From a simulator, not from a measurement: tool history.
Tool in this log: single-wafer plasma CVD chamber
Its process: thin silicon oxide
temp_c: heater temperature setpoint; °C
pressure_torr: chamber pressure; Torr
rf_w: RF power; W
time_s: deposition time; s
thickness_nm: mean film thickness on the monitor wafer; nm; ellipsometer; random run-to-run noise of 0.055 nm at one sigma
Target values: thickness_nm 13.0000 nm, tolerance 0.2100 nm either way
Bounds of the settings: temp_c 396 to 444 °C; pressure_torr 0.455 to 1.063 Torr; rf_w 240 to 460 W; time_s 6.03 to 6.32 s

run  hour  temp_c  pressure_torr  rf_w  time_s  thickness_nm
  1   0.0     420          0.759   350    6.32       11.8430
  2   8.3     415          0.759   350    6.32       11.8780
  3  10.4     415          0.665   350    6.32       10.3140
  4  11.2     415          0.545   350    6.32        8.3618
  5  16.9     415          0.589   350    6.32        9.0982
  6  24.4     409          0.589   350    6.32        9.1262
  7  25.2     409          0.589   350    6.32        9.1138
  8  28.8     409          0.741   355    6.32       11.6230
  9  37.7     409          0.753   355    6.32       11.8390
 10  40.0     409          0.763   355    6.32       11.9330
 11  41.3     409          0.772   355    6.32       12.1560
 12  49.6     409          0.779   355    6.32       12.2020
 13  56.8     409          0.786   355    6.32       12.2400
 14  64.7     409          0.793   355    6.32       12.3810
 15  66.2     409          0.793   355    6.32       12.3430
 16  69.2     409          0.799   355    6.32       12.5360
 17  73.6     409          0.799   355    6.32       12.6210
 18  75.1     409          0.802   355    6.32       12.5250
 19  81.7     409          0.806   355    6.32       12.5880
 20  85.1     409          0.810   355    6.32       12.7110
 21  89.4     409          0.813   355    6.32       12.7840

Pick the move, out of 4, that brings all results within their allowed miss; only one does.
  A  93.7     402          0.838   300    6.29             ?
  B  93.7     406          0.736   460    6.32             ?
  C  93.7     403          0.810   405    6.03             ?
  D  93.7     407          0.863   385    6.03             ?

move  thickness_nm
   A       12.5540
   B       12.5030
   C       12.6630
   D       13.1640
A: further off than the last run
B: further off than the last run
C: further off than the last run
D: each result inside its tolerance
So the answer is move D, the one that meets all the targets.
